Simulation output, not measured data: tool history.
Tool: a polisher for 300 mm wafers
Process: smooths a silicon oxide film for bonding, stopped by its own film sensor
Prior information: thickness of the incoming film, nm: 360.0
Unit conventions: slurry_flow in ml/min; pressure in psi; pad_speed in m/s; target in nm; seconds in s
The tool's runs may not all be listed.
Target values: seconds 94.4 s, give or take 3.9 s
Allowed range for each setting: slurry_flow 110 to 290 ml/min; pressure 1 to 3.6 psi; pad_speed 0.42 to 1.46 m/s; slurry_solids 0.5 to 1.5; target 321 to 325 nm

run,hour,slurry_flow,pressure,pad_speed,slurry_solids,target,seconds
1,0,185,2.3,0.94,1,321,52.788
2,7.8,185,2.2,0.94,1,321,57.711
3,10.3,185,2.2,0.94,1,321,56.468
4,18.6,185,2.8,0.94,1,321,44.297
5,22.4,185,2.6,0.94,1,321,47.973
6,29.5,140,2.6,0.94,1,321,50.307
7,31.4,140,2.4,0.94,1,321,55.649
8,39.9,140,2.3,0.94,1,321,58.092
# hour 42.8: slurry nozzle cleaned
9,42.8,140,2.3,0.94,1,321,53.867
10,43.9,140,2.2,0.92,1,321,56.813
11,48.4,140,2.2,0.92,1,321,56.66
12,54.4,140,2.1,0.88,1,321,62.665
13,59.2,140,2,0.88,1,321,66.084
14,61.6,140,1.9,0.88,1,321,68.807
15,70.6,140,1.8,0.88,1,321,71.283
16,77.7,140,1.7,0.88,1,321,76.824
17,85.2,140,1.5,0.88,1,321,85.627

Next run, 5 choices. One meets every target within its allowed miss, the rest don't. Which?
A,92.7,160,1.7,0.62,1.1,321,?
B,92.7,150,1.6,0.86,0.95,321,?
C,92.7,115,1.5,0.82,1.2,324,?
D,92.7,140,1.7,0.8,1,321,?
E,92.7,150,1.6,0.82,1.1,325,?

move,seconds
A,95.428
B,83.183
C,82.882
D,82.75
E,73.471
A: every result within its allowed miss
B: moves away from the targets compared with the last run
C: moves away from the targets compared with the last run
D: moves away from the targets compared with the last run
E: moves away from the targets compared with the last run
Answer: A

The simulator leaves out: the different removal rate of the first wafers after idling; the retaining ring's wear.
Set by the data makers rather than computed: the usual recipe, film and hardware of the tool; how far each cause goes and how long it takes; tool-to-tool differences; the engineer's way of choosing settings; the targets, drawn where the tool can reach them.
